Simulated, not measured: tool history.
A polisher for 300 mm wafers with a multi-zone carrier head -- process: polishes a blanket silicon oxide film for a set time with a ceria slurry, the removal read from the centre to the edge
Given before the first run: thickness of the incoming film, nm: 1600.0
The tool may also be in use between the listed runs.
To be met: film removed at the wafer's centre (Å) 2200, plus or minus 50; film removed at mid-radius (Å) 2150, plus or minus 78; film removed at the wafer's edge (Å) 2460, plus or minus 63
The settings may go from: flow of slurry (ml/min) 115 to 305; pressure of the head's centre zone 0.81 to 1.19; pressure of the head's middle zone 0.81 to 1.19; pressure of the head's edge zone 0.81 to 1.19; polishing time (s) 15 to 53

run  hour  flow of slurry (ml/min)  pressure of the head's centre zone  pressure of the head's middle zone  pressure of the head's edge zone  polishing time (s)  film removed at the wafer's centre (Å)  film removed at mid-radius (Å)  film removed at the wafer's edge (Å)
  1     0                      195                                   1                                   1                                 1                  34                                  2047.8                          2143.9                                  2082
  2   3.4                      195                                   1                                0.92                                 1                  34                                  2073.7                          2007.3                                2120.4
  3     9                      205                                   1                                0.92                              1.02                  34                                    2078                          2032.5                                2129.4
  4  10.9                      210                                   1                                0.91                              1.04                  34                                  2114.5                            2019                                2172.6
  5  13.3                      215                                0.99                                0.91                              1.06                  34                                  2099.5                            1974                                2234.8
  6  20.6                      220                                0.99                                0.92                              1.07                  34                                    2086                          2020.1                                2192.2
  7  21.7                      240                                0.95                                0.87                              1.17                  37                                  2213.8                          2124.4                                2549.6
  8  22.9                      240                                0.95                                0.87                              1.16                  37                                    2217                          2116.2                                2557.2
  9  30.9                      240                                0.95                                0.87                              1.15                  37                                  2258.1                          2146.5                                2522.6

Pick the move, out of 4, that brings all results within their allowed miss; only one does.
  A  38.9                      305                                0.98                                0.86                              1.09                  37                                       ?                               ?                                     ?
  B  38.9                      200                                0.94                                0.87                              1.17                  38                                       ?                               ?                                     ?
  C  38.9                      220                                0.94                                0.86                              1.19                  38                                       ?                               ?                                     ?
  D  38.9                      245                                0.97                                0.92                              1.16                  36                                       ?                               ?                                     ?

move  film removed at the wafer's centre (Å)  film removed at mid-radius (Å)  film removed at the wafer's edge (Å)
   A                                  2391.7                          2168.6                                2543.3
   B                                  2234.3                          2132.8                                2602.7
   C                                  2269.9                          2142.8                                2654.2
   D                                  2246.2                          2177.4                                  2506
A: moves away from the targets compared with the last run
B: puts the biggest miss on target and leaves a different result outside tolerance
C: moves away from the targets compared with the last run
D: every result lands within tolerance
The right move is D.

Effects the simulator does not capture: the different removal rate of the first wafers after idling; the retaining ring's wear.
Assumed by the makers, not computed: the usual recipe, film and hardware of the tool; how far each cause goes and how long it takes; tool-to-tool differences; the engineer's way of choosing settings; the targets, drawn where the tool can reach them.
